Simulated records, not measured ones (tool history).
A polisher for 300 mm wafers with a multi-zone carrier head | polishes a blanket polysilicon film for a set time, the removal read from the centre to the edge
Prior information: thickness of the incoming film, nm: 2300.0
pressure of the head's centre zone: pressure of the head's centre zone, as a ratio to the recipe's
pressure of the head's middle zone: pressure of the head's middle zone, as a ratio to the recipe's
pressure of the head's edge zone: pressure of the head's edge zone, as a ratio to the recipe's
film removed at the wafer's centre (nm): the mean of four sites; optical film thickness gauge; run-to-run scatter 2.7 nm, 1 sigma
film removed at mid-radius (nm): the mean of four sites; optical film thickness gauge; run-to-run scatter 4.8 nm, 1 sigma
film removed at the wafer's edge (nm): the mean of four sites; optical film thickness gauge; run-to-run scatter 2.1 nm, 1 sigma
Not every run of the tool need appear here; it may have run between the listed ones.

| run | hour | flow of slurry (ml/min) | pressure of the head's centre zone | pressure of the head's middle zone | pressure of the head's edge zone | polishing time (s) | film removed at the wafer's centre (nm) | film removed at mid-radius (nm) | film removed at the wafer's edge (nm) |
|---|---|---|---|---|---|---|---|---|---|
| 1 | 0 | 130 | 1 | 1 | 1 | 62 | 333.42 | 341.84 | 321.73 |
| 2 | 8.9 | 130 | 0.99 | 1.03 | 1.01 | 62 | 327.54 | 343.51 | 322.95 |
| 3 | 9.5 | 135 | 0.97 | 1.06 | 1 | 63 | 329.6 | 369.77 | 325.43 |
| 4 | 18 | 135 | 0.96 | 1.07 | 1.01 | 63 | 326.31 | 370.44 | 331.56 |
| 5 | 26.1 | 135 | 0.95 | 1.08 | 1.01 | 63 | 325.73 | 364.93 | 328.42 |
| 6 | 33.6 | 135 | 0.99 | 1.08 | 1.01 | 63 | 340.85 | 369.43 | 329.46 |

Run 7 comes next. What will it give?
| 7 | 42.4 | 135 | 0.97 | 1.09 | 1.01 | 63 | ? | ? | ? |

film removed at the wafer's centre (nm): 328.87
film removed at mid-radius (nm): 383.34
film removed at the wafer's edge (nm): 329.55
